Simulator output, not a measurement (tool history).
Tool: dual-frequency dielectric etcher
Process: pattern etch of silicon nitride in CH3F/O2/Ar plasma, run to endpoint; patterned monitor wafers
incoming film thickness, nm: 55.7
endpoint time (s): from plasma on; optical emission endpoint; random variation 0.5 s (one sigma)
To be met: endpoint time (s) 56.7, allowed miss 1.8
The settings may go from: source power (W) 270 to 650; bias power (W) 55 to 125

Run 1, hour 0: source power (W) 460, bias power (W) 90. Result: endpoint time (s) 67.317.
Run 2, hour 6.2: source power (W) 480, bias power (W) 92. Result: endpoint time (s) 65.719.
Run 3, hour 12.5: source power (W) 480, bias power (W) 77. Result: endpoint time (s) 68.783.
Run 4, hour 14.3: source power (W) 510, bias power (W) 80. Result: endpoint time (s) 65.219.
Run 5, hour 19: source power (W) 560, bias power (W) 80. Result: endpoint time (s) 61.976.
Run 6, hour 27.4: source power (W) 480, bias power (W) 80. Result: endpoint time (s) 67.891.
Run 7, hour 31.8: source power (W) 500, bias power (W) 81. Result: endpoint time (s) 65.454.
Run 8, hour 40.8: source power (W) 520, bias power (W) 82. Result: endpoint time (s) 64.016.
Run 9, hour 49.6: source power (W) 530, bias power (W) 83. Result: endpoint time (s) 63.077.
Run 10, hour 57.8: source power (W) 540, bias power (W) 84. Result: endpoint time (s) 62.105.
Run 11, hour 62.8: source power (W) 550, bias power (W) 85. Result: endpoint time (s) 61.726.
Run 12, hour 64.3: source power (W) 560, bias power (W) 86. Result: endpoint time (s) 60.674.
Run 13, hour 71.5: source power (W) 570, bias power (W) 86. Result: endpoint time (s) 60.691.
Run 14, hour 78.2: source power (W) 580, bias power (W) 87. Result: endpoint time (s) 58.886.

5 next moves are on the table. One of them brings every result within its allowed miss. Which?
Run A, hour 84.9: source power (W) 530, bias power (W) 94. Result: endpoint time (s) ?.
Run B, hour 84.9: source power (W) 540, bias power (W) 81. Result: endpoint time (s) ?.
Run C, hour 84.9: source power (W) 460, bias power (W) 116. Result: endpoint time (s) ?.
Run D, hour 84.9: source power (W) 550, bias power (W) 85. Result: endpoint time (s) ?.
Run E, hour 84.9: source power (W) 610, bias power (W) 92. Result: endpoint time (s) ?.

move  endpoint time (s)
   A             62.128
   B               64.5
   C              62.54
   D             62.914
   E              58.14
A: further off than the last run
B: further off than the last run
C: further off than the last run
D: further off than the last run
E: meets every target
Answer: E
